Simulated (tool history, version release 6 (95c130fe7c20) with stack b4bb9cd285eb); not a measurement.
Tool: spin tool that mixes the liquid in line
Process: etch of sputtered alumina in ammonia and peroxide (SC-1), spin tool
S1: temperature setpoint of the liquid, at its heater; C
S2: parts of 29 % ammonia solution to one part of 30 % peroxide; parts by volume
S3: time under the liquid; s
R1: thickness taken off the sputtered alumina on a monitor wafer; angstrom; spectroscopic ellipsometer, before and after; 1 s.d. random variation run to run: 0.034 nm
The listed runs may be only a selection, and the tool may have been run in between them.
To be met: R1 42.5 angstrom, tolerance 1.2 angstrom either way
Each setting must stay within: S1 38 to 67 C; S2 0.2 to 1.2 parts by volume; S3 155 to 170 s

run,hour,S1,S2,S3,R1
1,0,51,0.7,155,84.895
2,7.1,47.5,0.7,155,70.17
3,11.2,45,0.7,155,60.801
4,14.3,51.5,0.7,155,87.854
5,21.6,48,0.7,155,72.79
6,23.6,45.5,0.7,155,62.661
7,24.5,43.5,0.7,155,56.032
8,28.9,38,0.7,155,40.862

Which one of the following 4 next-run settings gets every result inside its allowed miss? There is exactly one.
A,33.3,41,0.45,155,?
B,33.3,39,1.2,155,?
C,33.3,38.5,0.5,155,?
D,33.3,38.5,0.6,160,?

move,R1
A,46.458
B,45.345
C,40.48
D,42.52
A: takes the result that was furthest off past its target
B: takes the result that was furthest off past its target
C: further off than the last run
D: all results in spec
Answer: D
